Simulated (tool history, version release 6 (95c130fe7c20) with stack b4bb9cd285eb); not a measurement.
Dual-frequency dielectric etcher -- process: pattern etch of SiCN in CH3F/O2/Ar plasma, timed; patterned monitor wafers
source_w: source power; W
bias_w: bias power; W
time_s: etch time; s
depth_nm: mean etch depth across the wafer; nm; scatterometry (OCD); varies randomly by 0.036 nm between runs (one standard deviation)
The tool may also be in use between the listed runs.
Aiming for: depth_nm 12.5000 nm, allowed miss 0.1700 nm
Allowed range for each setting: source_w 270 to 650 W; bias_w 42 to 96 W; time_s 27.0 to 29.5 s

Run 1, hour 0.0: source_w 460 W, bias_w 69 W, time_s 29.5 s. Result: depth_nm 10.6310 nm.
Run 2, hour 3.2: source_w 460 W, bias_w 69 W, time_s 27.0 s. Result: depth_nm 9.7667 nm.
Run 3, hour 7.3: source_w 500 W, bias_w 73 W, time_s 27.0 s. Result: depth_nm 10.3300 nm.
Run 4, hour 12.2: source_w 470 W, bias_w 73 W, time_s 27.0 s. Result: depth_nm 10.0000 nm.
Run 5, hour 16.4: source_w 470 W, bias_w 68 W, time_s 27.0 s. Result: depth_nm 9.7607 nm.
Run 6, hour 23.9: source_w 500 W, bias_w 72 W, time_s 27.0 s. Result: depth_nm 10.2440 nm.
Run 7, hour 32.5: source_w 530 W, bias_w 75 W, time_s 27.0 s. Result: depth_nm 10.7690 nm.
Run 8, hour 34.2: source_w 550 W, bias_w 76 W, time_s 27.0 s. Result: depth_nm 10.9450 nm.
Run 9, hour 42.1: source_w 570 W, bias_w 78 W, time_s 27.0 s. Result: depth_nm 11.2460 nm.
Run 10, hour 50.0: source_w 590 W, bias_w 80 W, time_s 27.0 s. Result: depth_nm 11.5150 nm.
Run 11, hour 58.5: source_w 600 W, bias_w 81 W, time_s 27.0 s. Result: depth_nm 11.7140 nm.
Run 12, hour 60.8: source_w 610 W, bias_w 82 W, time_s 27.0 s. Result: depth_nm 11.8250 nm.
Run 13, hour 63.2: source_w 620 W, bias_w 83 W, time_s 27.0 s. Result: depth_nm 11.9680 nm.

Pick the move, out of 5, that brings all results within their allowed miss; only one does.
Run A, hour 65.6: source_w 570 W, bias_w 82 W, time_s 29.5 s. Result: depth_nm ?.
Run B, hour 65.6: source_w 580 W, bias_w 77 W, time_s 28.0 s. Result: depth_nm ?.
Run C, hour 65.6: source_w 580 W, bias_w 77 W, time_s 27.0 s. Result: depth_nm ?.
Run D, hour 65.6: source_w 610 W, bias_w 84 W, time_s 29.5 s. Result: depth_nm ?.
Run E, hour 65.6: source_w 640 W, bias_w 94 W, time_s 28.0 s. Result: depth_nm ?.

move  depth_nm
   A   12.4280
   B   11.6810
   C   11.2640
   D   12.9350
   E   12.9910
A: in spec on every target
B: moves away from the targets compared with the last run
C: moves away from the targets compared with the last run
D: takes the biggest miss from the last run beyond its target
E: takes the biggest miss from the last run beyond its target
Go with A: it meets all targets.

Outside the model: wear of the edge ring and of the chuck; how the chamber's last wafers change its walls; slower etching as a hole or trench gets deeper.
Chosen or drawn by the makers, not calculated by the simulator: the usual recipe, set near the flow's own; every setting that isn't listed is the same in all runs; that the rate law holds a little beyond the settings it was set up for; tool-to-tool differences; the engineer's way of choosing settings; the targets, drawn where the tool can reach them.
